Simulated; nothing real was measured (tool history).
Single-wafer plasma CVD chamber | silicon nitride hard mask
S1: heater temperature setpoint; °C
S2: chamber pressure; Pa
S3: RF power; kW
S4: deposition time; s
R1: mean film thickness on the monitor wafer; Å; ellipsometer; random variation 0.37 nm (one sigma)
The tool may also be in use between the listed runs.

run  hour   S1   S2     S3    S4      R1
  1     0  415  167  0.365  55.7  701.92
  2   3.7  415  175  0.365  55.7  708.69
  3   7.7  415  175  0.365  57.5  737.22
  4  13.4  411  175  0.365  57.5  740.93
  5  20.4  411  179  0.365  57.5  747.18
  6  28.6  419  179  0.365  57.5  743.58
  7  31.2  419  183  0.365  57.5  749.74
  8  34.3  419  183  0.365  57.5  746.91

Run 9 comes next. What will it give?
       42  -- thermocouple changed; heater temperature recalibrated
  9    42  419  187  0.365  57.5   ?

{"run 9": {"R1": 754.96}}
